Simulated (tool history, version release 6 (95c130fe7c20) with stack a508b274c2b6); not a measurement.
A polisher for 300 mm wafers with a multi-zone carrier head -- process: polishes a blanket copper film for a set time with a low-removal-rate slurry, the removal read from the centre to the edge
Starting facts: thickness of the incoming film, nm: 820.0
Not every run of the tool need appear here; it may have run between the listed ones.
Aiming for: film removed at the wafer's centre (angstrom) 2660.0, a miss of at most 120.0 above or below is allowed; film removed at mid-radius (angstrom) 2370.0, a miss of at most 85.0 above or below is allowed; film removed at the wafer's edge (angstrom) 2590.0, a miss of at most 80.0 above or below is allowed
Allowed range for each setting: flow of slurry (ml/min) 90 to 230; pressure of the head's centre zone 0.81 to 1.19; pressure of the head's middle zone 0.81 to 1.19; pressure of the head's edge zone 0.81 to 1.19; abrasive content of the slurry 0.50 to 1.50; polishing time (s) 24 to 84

run,hour,flow of slurry (ml/min),pressure of the head's centre zone,pressure of the head's middle zone,pressure of the head's edge zone,abrasive content of the slurry,polishing time (s),film removed at the wafer's centre (angstrom),film removed at mid-radius (angstrom),film removed at the wafer's edge (angstrom)
1,0.0,150,1.00,1.00,1.00,1.00,54,1903.9,1963.2,1950.5
2,2.5,150,1.00,0.94,1.00,1.00,54,1956.3,1878.3,1930.2
3,3.7,180,1.00,0.94,1.00,1.00,54,1955.4,1928.0,2027.7
4,12.5,200,1.00,0.94,1.00,1.00,54,2029.4,1922.7,2047.0
5,20.5,200,1.01,0.95,1.02,1.05,54,2094.4,2002.2,2062.2
6,23.4,200,1.00,0.93,1.03,1.10,55,2178.7,1993.6,2150.0
7,25.1,200,1.00,0.93,1.03,1.10,55,2114.3,2022.2,2152.9
8,32.0,200,1.01,0.92,1.04,1.15,55,2214.7,2026.1,2191.9
9,35.8,200,1.01,0.92,1.04,1.15,55,2189.7,2063.5,2149.2
10,44.5,205,1.01,0.91,1.05,1.20,56,2273.7,2103.2,2275.6
11,51.6,205,1.02,0.91,1.06,1.25,56,2319.4,2156.9,2307.6
12,53.4,205,1.03,0.91,1.07,1.30,56,2400.6,2134.5,2348.5
13,59.0,220,1.04,1.00,1.14,1.50,57,2636.8,2427.2,2583.3

Consider the 5 candidate settings below. Which is the only one whose results all fall within their allowed miss of target?
A,64.6,210,1.03,1.09,1.07,1.50,59,?,?,?
B,64.6,210,1.09,0.96,1.17,1.50,57,?,?,?
C,64.6,205,1.03,0.98,0.98,1.35,62,?,?,?
D,64.6,185,1.13,1.02,1.10,1.50,59,?,?,?
E,64.6,230,1.04,1.00,1.10,1.45,59,?,?,?

move,film removed at the wafer's centre (angstrom),film removed at mid-radius (angstrom),film removed at the wafer's edge (angstrom)
A,2654.0,2704.8,2575.5
B,2712.1,2345.5,2608.7
C,2697.4,2515.0,2516.4
D,2849.4,2505.5,2576.5
E,2690.7,2521.5,2614.9
A: moves away from the targets compared with the last run
B: every result within its allowed miss
C: moves away from the targets compared with the last run
D: moves away from the targets compared with the last run
E: moves away from the targets compared with the last run
Answer: B
